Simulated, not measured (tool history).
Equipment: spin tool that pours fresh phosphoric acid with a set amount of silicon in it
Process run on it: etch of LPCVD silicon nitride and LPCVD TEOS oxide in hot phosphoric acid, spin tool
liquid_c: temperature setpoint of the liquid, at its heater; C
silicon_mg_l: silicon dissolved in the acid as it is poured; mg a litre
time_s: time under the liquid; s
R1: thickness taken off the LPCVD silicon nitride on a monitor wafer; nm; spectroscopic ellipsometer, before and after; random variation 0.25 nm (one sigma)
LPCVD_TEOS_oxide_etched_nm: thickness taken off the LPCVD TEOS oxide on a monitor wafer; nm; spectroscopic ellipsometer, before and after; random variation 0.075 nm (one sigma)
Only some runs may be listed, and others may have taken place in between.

{"run": 1, "hour": 0.0, "liquid_c": 160.0, "silicon_mg_l": 30.0, "time_s": 180, "R1": 18.098, "LPCVD_TEOS_oxide_etched_nm": 0.32211}
{"run": 2, "hour": 4.9, "liquid_c": 161.5, "silicon_mg_l": 30.0, "time_s": 180, "R1": 19.074, "LPCVD_TEOS_oxide_etched_nm": 0.39947}
{"run": 3, "hour": 12.4, "liquid_c": 163.5, "silicon_mg_l": 30.0, "time_s": 180, "R1": 20.203, "LPCVD_TEOS_oxide_etched_nm": 0.4489}
{"run": 4, "hour": 14.5, "liquid_c": 164.5, "silicon_mg_l": 30.0, "time_s": 180, "R1": 21.013, "LPCVD_TEOS_oxide_etched_nm": 0.52774}
{"run": 5, "hour": 18.9, "liquid_c": 165.0, "silicon_mg_l": 30.0, "time_s": 180, "R1": 21.087, "LPCVD_TEOS_oxide_etched_nm": 0.51372}
{"run": 6, "hour": 25.5, "liquid_c": 164.0, "silicon_mg_l": 30.0, "time_s": 180, "R1": 20.456, "LPCVD_TEOS_oxide_etched_nm": 0.45238}
{"run": 7, "hour": 31.4, "liquid_c": 164.0, "silicon_mg_l": 28.5, "time_s": 190, "R1": 21.576, "LPCVD_TEOS_oxide_etched_nm": 0.5738}

What does the tool deliver on the next run?
{"run": 8, "hour": 40.4, "liquid_c": 164.0, "silicon_mg_l": 28.0, "time_s": 200, "R1": "?", "LPCVD_TEOS_oxide_etched_nm": "?"}

R1: 22.831 nm
LPCVD_TEOS_oxide_etched_nm: 0.61564 nm
